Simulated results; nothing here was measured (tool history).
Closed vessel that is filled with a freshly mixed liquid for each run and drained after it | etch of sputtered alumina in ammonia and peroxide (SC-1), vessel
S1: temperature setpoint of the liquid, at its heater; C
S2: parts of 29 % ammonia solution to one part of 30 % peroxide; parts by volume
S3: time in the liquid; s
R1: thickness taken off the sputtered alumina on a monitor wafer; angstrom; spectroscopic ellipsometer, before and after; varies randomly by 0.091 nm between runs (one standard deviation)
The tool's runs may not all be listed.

| run | hour | S1 | S2 | S3 | R1 |
|---|---|---|---|---|---|
| 1 | 0.0 | 60.0 | 0.6 | 280 | 211.85 |
| 2 | 5.0 | 62.5 | 0.6 | 280 | 237.52 |
| 3 | 13.5 | 60.0 | 0.6 | 280 | 210.40 |
| 4 | 18.9 | 58.0 | 0.6 | 280 | 187.38 |
| 5 | 21.2 | 58.0 | 0.7 | 280 | 192.89 |
| 6 | 28.0 | 58.0 | 0.7 | 280 | 193.67 |
| 7 | 29.8 | 56.5 | 0.7 | 280 | 178.03 |

What does the tool deliver on the next run?
| 8 | 31.9 | 55.5 | 0.7 | 280 | ? |

R1: 169.11 angstrom
